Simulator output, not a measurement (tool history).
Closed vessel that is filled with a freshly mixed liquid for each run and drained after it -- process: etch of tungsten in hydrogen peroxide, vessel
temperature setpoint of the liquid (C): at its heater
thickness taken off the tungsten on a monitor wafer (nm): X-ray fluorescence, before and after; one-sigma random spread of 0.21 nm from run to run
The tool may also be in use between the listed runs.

run  hour  temperature setpoint of the liquid (C)  concentration of hydrogen peroxide in the mixed liquid (% by weight)  time in the liquid (s)  thickness taken off the tungsten on a monitor wafer (nm)
  1     0                                      48                                                                    16                     100                                                    127.75
  2   5.9                                      48                                                                    16                     110                                                    140.84
  3   8.4                                      46                                                                    16                     110                                                    123.39
  4  12.1                                      46                                                                    16                     110                                                    124.18
  5  18.1                                      46                                                                  13.5                     110                                                    113.18
  6  20.8                                      53                                                                  13.5                     110                                                    174.75
     26.2  -- thermometer replaced
  7  26.2                                    50.5                                                                  13.5                     110                                                    139.95
  8  27.1                                    50.5                                                                  13.5                     110                                                    139.56
  9  33.8                                    48.5                                                                  13.5                     110                                                    122.74

Run 10 has not been measured yet. What should we expect?
 10  37.5                                      47                                                                  13.5                     110                                                         ?

{"run 10": {"thickness taken off the tungsten on a monitor wafer (nm)": 112.73}}

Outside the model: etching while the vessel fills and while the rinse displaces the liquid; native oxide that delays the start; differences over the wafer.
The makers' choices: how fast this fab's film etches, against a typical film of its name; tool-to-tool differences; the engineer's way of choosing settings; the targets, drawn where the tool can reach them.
